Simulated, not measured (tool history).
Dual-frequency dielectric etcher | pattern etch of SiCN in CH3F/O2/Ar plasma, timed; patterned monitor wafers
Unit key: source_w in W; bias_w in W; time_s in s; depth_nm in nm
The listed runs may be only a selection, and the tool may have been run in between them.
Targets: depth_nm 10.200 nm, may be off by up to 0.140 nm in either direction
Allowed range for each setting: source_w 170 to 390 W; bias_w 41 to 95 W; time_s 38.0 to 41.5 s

Run 1, hour 0.0: source_w 280 W, bias_w 68 W, time_s 41.5 s. Result: depth_nm 13.279 nm.
Run 2, hour 4.4: source_w 280 W, bias_w 64 W, time_s 41.5 s. Result: depth_nm 12.960 nm.
Run 3, hour 9.4: source_w 260 W, bias_w 60 W, time_s 41.5 s. Result: depth_nm 12.121 nm.
Run 4, hour 15.9: source_w 260 W, bias_w 60 W, time_s 38.0 s. Result: depth_nm 11.140 nm.
Run 5, hour 16.7: source_w 260 W, bias_w 60 W, time_s 41.5 s. Result: depth_nm 12.153 nm.
Run 6, hour 24.1: source_w 290 W, bias_w 60 W, time_s 41.5 s. Result: depth_nm 12.850 nm.
Run 7, hour 32.5: source_w 270 W, bias_w 60 W, time_s 41.5 s. Result: depth_nm 12.277 nm.
Run 8, hour 40.7: source_w 210 W, bias_w 58 W, time_s 41.5 s. Result: depth_nm 10.684 nm.
Run 9, hour 46.2: source_w 200 W, bias_w 58 W, time_s 41.5 s. Result: depth_nm 10.393 nm.

Which one of the following 4 next-run settings gets every result inside its allowed miss? There is exactly one.
Run A, hour 51.7: source_w 210 W, bias_w 58 W, time_s 41.5 s. Result: depth_nm ?.
Run B, hour 51.7: source_w 230 W, bias_w 57 W, time_s 38.0 s. Result: depth_nm ?.
Run C, hour 51.7: source_w 210 W, bias_w 61 W, time_s 40.0 s. Result: depth_nm ?.
Run D, hour 51.7: source_w 200 W, bias_w 64 W, time_s 40.5 s. Result: depth_nm ?.

move  depth_nm
   A    10.696
   B    10.178
   C    10.562
   D    10.668
A: lands further from the targets than the last run did
B: in spec on every target
C: lands further from the targets than the last run did
D: lands further from the targets than the last run did
The right move is B.
